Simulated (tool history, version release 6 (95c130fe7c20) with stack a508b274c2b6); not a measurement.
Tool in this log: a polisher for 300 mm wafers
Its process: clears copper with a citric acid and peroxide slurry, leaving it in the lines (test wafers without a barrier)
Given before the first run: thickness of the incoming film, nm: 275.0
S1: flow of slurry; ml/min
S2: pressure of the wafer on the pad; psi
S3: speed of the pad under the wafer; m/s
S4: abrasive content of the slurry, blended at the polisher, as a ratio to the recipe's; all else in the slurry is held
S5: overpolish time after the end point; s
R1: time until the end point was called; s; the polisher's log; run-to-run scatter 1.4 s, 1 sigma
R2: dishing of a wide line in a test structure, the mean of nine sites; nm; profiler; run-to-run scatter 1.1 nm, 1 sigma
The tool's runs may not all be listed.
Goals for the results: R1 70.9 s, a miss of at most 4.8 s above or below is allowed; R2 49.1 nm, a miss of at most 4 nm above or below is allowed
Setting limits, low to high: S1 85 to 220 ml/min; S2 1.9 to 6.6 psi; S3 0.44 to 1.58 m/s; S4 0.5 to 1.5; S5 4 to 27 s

| run | hour | S1 | S2 | S3 | S4 | S5 | R1 | R2 |
|---|---|---|---|---|---|---|---|---|
| 1 | 0 | 140 | 4.2 | 1 | 1 | 14 | 84.533 | 32.62 |
| 2 | 6.6 | 140 | 4.2 | 0.86 | 1 | 14 | 92.444 | 29.325 |
| 3 | 9.1 | 170 | 4.2 | 0.86 | 1 | 14 | 87.05 | 29.994 |
| 4 | 13.6 | 165 | 4.4 | 0.88 | 1 | 15 | 81.475 | 32.693 |
| 5 | 21 | 165 | 4.4 | 0.88 | 1 | 12 | 82.26 | 26.583 |
| 6 | 21.6 | 165 | 4 | 0.88 | 1 | 12 | 88.607 | 25.966 |
| 7 | 23.2 | 160 | 4.2 | 0.92 | 1 | 14 | 86.23 | 30.399 |
| 8 | 25.8 | 160 | 4.4 | 0.94 | 1 | 15 | 79.822 | 34.11 |
| 9 | 29.6 | 160 | 4.5 | 0.96 | 1 | 16 | 78.217 | 34.856 |

Which of these 4 next moves meets every target?
| A | 33.4 | 160 | 4.2 | 1 | 0.95 | 22 | ? | ? |
| B | 33.4 | 140 | 4.4 | 0.88 | 1.25 | 19 | ? | ? |
| C | 33.4 | 215 | 3.9 | 0.82 | 1.1 | 11 | ? | ? |
| D | 33.4 | 180 | 4.3 | 1.14 | 1.05 | 22 | ? | ? |

| move | R1 | R2 |
|---|---|---|
| A | 81.214 | 42.266 |
| B | 82.06 | 38.247 |
| C | 92.611 | 23.003 |
| D | 69.521 | 46.475 |
A: closes in on the targets versus the last run, not all within tolerance yet
B: closes in on the targets versus the last run, not all within tolerance yet
C: further off than the last run
D: all results land within tolerance of their targets
D is the move that brings every result within its allowed miss.

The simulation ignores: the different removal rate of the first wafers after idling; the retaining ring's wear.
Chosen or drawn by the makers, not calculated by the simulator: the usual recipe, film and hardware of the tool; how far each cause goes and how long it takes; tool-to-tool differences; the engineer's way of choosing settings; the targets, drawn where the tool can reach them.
